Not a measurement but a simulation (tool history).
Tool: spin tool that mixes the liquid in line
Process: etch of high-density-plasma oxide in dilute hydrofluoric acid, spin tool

| run | hour | temperature setpoint of the liquid (K) | parts of water to one part of 49 % hydrofluoric acid (parts by volume) | time under the liquid (s) | thickness taken off the high-density-plasma oxide on a monitor wafer (angstrom) |
|---|---|---|---|---|---|
| 1 | 0.0 | 297.15 | 180 | 300 | 85.954 |
| 2 | 3.1 | 299.15 | 180 | 300 | 93.301 |
| 3 | 7.6 | 299.15 | 210 | 300 | 77.435 |
| 4 | 15.1 | 298.65 | 210 | 300 | 75.729 |
| 5 | 21.2 | 301.15 | 210 | 300 | 81.922 |
| 6 | 28.5 | 301.15 | 210 | 320 | 87.844 |
| 7 | 32.8 | 299.65 | 210 | 320 | 84.388 |
| 8 | 39.2 | 298.65 | 210 | 320 | 80.772 |
| 9 | 47.3 | 297.65 | 210 | 320 | 77.889 |
| 10 | 51.8 | 297.15 | 210 | 320 | 76.391 |
| 11 | 54.3 | 296.65 | 210 | 320 | 74.912 |

Forecast run 12:
| 12 | 58.8 | 296.15 | 210 | 320 | ? |

Run 12 gave thickness taken off the high-density-plasma oxide on a monitor wafer (angstrom) 73.913.
